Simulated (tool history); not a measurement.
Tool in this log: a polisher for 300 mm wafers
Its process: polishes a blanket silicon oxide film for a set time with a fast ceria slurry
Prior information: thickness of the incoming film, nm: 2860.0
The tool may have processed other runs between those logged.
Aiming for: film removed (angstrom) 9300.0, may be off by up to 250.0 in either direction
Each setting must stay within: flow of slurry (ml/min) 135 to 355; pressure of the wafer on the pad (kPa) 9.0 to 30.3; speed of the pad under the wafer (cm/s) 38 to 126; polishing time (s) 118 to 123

run	hour	flow of slurry (ml/min)	pressure of the wafer on the pad (kPa)	speed of the pad under the wafer (cm/s)	polishing time (s)	film removed (angstrom)
1	0.0	225	19.3	82	118	15045.0
2	0.7	225	19.3	94	118	16864.0
3	4.0	195	19.3	94	118	16533.0
4	6.4	250	19.3	94	118	17044.0
5	11.2	245	16.5	92	118	14350.0
6	15.8	240	14.5	92	118	12548.0
7	17.4	235	13.1	92	118	11403.0
8	19.8	225	12.4	92	118	10773.0
9	24.5	225	12.4	92	118	10735.0
10	27.4	205	9.7	92	118	8316.5
11	35.9	220	9.7	92	118	8443.7
12	39.8	235	9.7	92	118	8540.6
13	43.5	245	9.7	92	118	8593.6

Consider the 5 candidate settings below. Which is the only one whose results all fall within their allowed miss of target?
A	47.2	355	9.7	104	120	?
B	47.2	265	12.4	80	121	?
C	47.2	280	11.0	76	123	?
D	47.2	250	10.3	88	123	?
E	47.2	320	9.0	94	118	?

move	film removed (angstrom)
A	10013.0
B	9972.5
C	8728.1
D	9187.7
E	8343.3
A: moves the result that the last run missed by most past its target, out the other side
B: moves the result that the last run missed by most past its target, out the other side
C: closes in on the targets versus the last run, not all within tolerance yet
D: all results land within tolerance of their targets
E: further off than the last run
The move that meets every target is D.
